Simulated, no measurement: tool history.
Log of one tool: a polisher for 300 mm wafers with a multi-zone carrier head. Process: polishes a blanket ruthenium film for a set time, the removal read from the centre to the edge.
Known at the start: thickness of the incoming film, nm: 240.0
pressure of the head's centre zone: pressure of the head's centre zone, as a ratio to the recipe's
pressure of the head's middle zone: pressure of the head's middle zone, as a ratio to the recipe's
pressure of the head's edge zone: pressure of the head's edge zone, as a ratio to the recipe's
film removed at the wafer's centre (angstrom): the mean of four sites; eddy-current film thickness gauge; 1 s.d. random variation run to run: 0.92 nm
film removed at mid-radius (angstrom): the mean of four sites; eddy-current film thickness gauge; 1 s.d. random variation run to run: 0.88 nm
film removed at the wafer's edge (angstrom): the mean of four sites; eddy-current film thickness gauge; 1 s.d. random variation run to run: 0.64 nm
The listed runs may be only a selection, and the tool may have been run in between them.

| run | hour | flow of slurry (ml/min) | pressure of the head's centre zone | pressure of the head's middle zone | pressure of the head's edge zone | polishing time (s) | film removed at the wafer's centre (angstrom) | film removed at mid-radius (angstrom) | film removed at the wafer's edge (angstrom) |
|---|---|---|---|---|---|---|---|---|---|
| 1 | 0.0 | 210 | 1.00 | 1.00 | 1.00 | 51 | 637.98 | 633.07 | 609.26 |
| 2 | 3.5 | 210 | 1.00 | 1.03 | 1.00 | 51 | 649.10 | 644.43 | 614.13 |
| 3 | 8.6 | 215 | 0.99 | 1.03 | 1.03 | 53 | 660.95 | 671.52 | 640.97 |
| 4 | 15.6 | 215 | 0.98 | 1.02 | 1.05 | 55 | 670.62 | 703.54 | 677.86 |
| 5 | 19.9 | 215 | 0.98 | 1.02 | 1.05 | 50 | 622.72 | 638.03 | 615.67 |
| 6 | 25.6 | 195 | 0.98 | 1.02 | 1.05 | 50 | 610.30 | 618.46 | 615.73 |
| 7 | 30.5 | 190 | 0.98 | 1.02 | 1.06 | 52 | 630.40 | 642.30 | 641.36 |
| 8 | 33.3 | 185 | 0.98 | 1.02 | 1.07 | 54 | 631.32 | 659.10 | 654.05 |
| 9 | 37.6 | 195 | 0.98 | 1.01 | 1.09 | 55 | 664.86 | 692.47 | 680.91 |

Run 10 is up next; what results do you expect?
| 10 | 45.3 | 195 | 0.98 | 0.99 | 1.11 | 57 | ? | ? | ? |

{"run 10": {"film removed at the wafer's centre (angstrom)": 703.95, "film removed at mid-radius (angstrom)": 697.84, "film removed at the wafer's edge (angstrom)": 721.5}}

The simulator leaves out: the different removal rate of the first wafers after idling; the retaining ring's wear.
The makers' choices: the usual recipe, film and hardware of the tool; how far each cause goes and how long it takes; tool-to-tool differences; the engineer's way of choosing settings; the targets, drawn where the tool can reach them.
